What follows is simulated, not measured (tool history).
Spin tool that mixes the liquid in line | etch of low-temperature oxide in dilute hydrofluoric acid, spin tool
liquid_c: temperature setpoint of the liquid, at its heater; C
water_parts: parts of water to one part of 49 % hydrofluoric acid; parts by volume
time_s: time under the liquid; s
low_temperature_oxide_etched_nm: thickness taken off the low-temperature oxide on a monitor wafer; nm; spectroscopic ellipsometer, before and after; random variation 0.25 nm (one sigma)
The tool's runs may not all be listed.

run	day	liquid_c	water_parts	time_s	low_temperature_oxide_etched_nm
1	0	21	170	305	15.903
2	0.062	21	220	305	11.606
3	0.338	21	185	305	14.189
4	0.508	23	160	305	18.327
5	0.712	24.5	145	305	21.774
6	0.921	22.5	145	305	19.919
7	1.033	24.5	135	305	23.764

The next listed run, before its measurement:
8	1.317	26	135	305	?

low_temperature_oxide_etched_nm: 25.024 nm
